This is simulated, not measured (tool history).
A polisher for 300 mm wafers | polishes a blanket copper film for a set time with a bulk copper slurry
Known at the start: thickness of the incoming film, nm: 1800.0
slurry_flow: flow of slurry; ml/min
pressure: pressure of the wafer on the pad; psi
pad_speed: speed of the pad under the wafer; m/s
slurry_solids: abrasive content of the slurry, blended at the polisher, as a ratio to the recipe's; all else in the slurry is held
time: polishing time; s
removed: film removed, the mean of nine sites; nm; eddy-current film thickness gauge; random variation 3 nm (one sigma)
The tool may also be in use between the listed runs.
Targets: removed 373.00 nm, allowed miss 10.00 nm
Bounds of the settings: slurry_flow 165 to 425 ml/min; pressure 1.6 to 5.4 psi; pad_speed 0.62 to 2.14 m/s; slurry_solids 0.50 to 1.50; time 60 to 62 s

{"run": 1, "hour": 0.0, "slurry_flow": 275, "pressure": 3.5, "pad_speed": 1.38, "slurry_solids": 1.0, "time": 60, "removed": 1083.2}
{"run": 2, "hour": 8.2, "slurry_flow": 270, "pressure": 2.9, "pad_speed": 1.16, "slurry_solids": 1.0, "time": 60, "removed": 760.08}
{"run": 3, "hour": 10.9, "slurry_flow": 265, "pressure": 2.5, "pad_speed": 1.04, "slurry_solids": 1.0, "time": 60, "removed": 592.02}
{"run": 4, "hour": 17.8, "slurry_flow": 265, "pressure": 2.5, "pad_speed": 1.04, "slurry_solids": 1.15, "time": 60, "removed": 618.51}
{"run": 5, "hour": 25.5, "slurry_flow": 260, "pressure": 2.2, "pad_speed": 0.96, "slurry_solids": 1.15, "time": 60, "removed": 503.2}
{"run": 6, "hour": 33.2, "slurry_flow": 195, "pressure": 2.2, "pad_speed": 0.96, "slurry_solids": 1.15, "time": 60, "removed": 489.63}
{"run": 7, "hour": 37.8, "slurry_flow": 190, "pressure": 1.6, "pad_speed": 0.8, "slurry_solids": 1.15, "time": 60, "removed": 304.13}
{"run": 8, "hour": 43.2, "slurry_flow": 235, "pressure": 1.7, "pad_speed": 0.8, "slurry_solids": 1.15, "time": 60, "removed": 329.12}
{"run": 9, "hour": 43.8, "slurry_flow": 250, "pressure": 1.8, "pad_speed": 0.8, "slurry_solids": 1.15, "time": 60, "removed": 345.93}
{"run": 10, "hour": 47.4, "slurry_flow": 255, "pressure": 1.8, "pad_speed": 0.8, "slurry_solids": 1.15, "time": 60, "removed": 343.4}

Which of these 5 next moves meets every target?
{"run": "A", "hour": 51.0, "slurry_flow": 260, "pressure": 1.7, "pad_speed": 0.86, "slurry_solids": 1.1, "time": 61, "removed": "?"}
{"run": "B", "hour": 51.0, "slurry_flow": 350, "pressure": 1.9, "pad_speed": 0.68, "slurry_solids": 1.1, "time": 62, "removed": "?"}
{"run": "C", "hour": 51.0, "slurry_flow": 230, "pressure": 1.8, "pad_speed": 0.8, "slurry_solids": 1.1, "time": 62, "removed": "?"}
{"run": "D", "hour": 51.0, "slurry_flow": 230, "pressure": 2.1, "pad_speed": 0.72, "slurry_solids": 1.15, "time": 62, "removed": "?"}
{"run": "E", "hour": 51.0, "slurry_flow": 295, "pressure": 1.8, "pad_speed": 0.78, "slurry_solids": 1.05, "time": 60, "removed": "?"}

move=A removed=355.69
move=B removed=329.54
move=C removed=351.87
move=D removed=372.63
move=E removed=336.41
A: nearer than the last run, and not there yet
B: further off than the last run
C: nearer than the last run, and not there yet
D: meets every target
E: further off than the last run
The right move is D.

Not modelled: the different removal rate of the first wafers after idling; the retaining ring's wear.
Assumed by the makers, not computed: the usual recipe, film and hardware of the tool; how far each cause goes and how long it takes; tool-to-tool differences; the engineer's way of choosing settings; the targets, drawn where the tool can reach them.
